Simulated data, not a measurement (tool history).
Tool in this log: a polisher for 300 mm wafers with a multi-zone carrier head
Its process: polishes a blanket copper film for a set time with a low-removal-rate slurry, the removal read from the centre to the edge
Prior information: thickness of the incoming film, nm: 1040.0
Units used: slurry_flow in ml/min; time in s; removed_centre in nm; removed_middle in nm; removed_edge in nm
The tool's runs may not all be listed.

{"run": 1, "hour": 0.0, "slurry_flow": 130, "centre_zone": 1, "middle_zone": 1, "edge_zone": 1, "slurry_solids": 1, "time": 44, "removed_centre": 242.56, "removed_middle": 260.9, "removed_edge": 260.28}
{"run": 2, "hour": 6.6, "slurry_flow": 125, "centre_zone": 1, "middle_zone": 0.98, "edge_zone": 0.99, "slurry_solids": 0.95, "time": 43, "removed_centre": 230.98, "removed_middle": 248.16, "removed_edge": 249.46}
{"run": 3, "hour": 10.2, "slurry_flow": 125, "centre_zone": 1, "middle_zone": 0.98, "edge_zone": 1.03, "slurry_solids": 0.95, "time": 43, "removed_centre": 228.72, "removed_middle": 249.15, "removed_edge": 256.3}
{"run": 4, "hour": 17.5, "slurry_flow": 95, "centre_zone": 1, "middle_zone": 0.98, "edge_zone": 1.03, "slurry_solids": 0.95, "time": 43, "removed_centre": 208.85, "removed_middle": 239.55, "removed_edge": 245.58}
{"hour": 23.9, "done": "centre zone pressure recalibrated"}
{"run": 5, "hour": 23.9, "slurry_flow": 95, "centre_zone": 1, "middle_zone": 0.98, "edge_zone": 0.98, "slurry_solids": 0.95, "time": 43, "removed_centre": 224.15, "removed_middle": 235.82, "removed_edge": 239.11}
{"run": 6, "hour": 25.8, "slurry_flow": 95, "centre_zone": 1, "middle_zone": 1.02, "edge_zone": 0.98, "slurry_solids": 0.95, "time": 43, "removed_centre": 225.73, "removed_middle": 233.97, "removed_edge": 230}
{"run": 7, "hour": 31.1, "slurry_flow": 95, "centre_zone": 1, "middle_zone": 1, "edge_zone": 0.97, "slurry_solids": 0.9, "time": 42, "removed_centre": 217.7, "removed_middle": 228.1, "removed_edge": 228.58}

Run 8, settings as shown, results not yet in. Your forecast:
{"run": 8, "hour": 37.7, "slurry_flow": 95, "centre_zone": 1, "middle_zone": 0.98, "edge_zone": 0.96, "slurry_solids": 0.85, "time": 40, "removed_centre": "?", "removed_middle": "?", "removed_edge": "?"}

{"run 8": {"removed_centre": 208.56, "removed_middle": 213.69, "removed_edge": 212.82}}
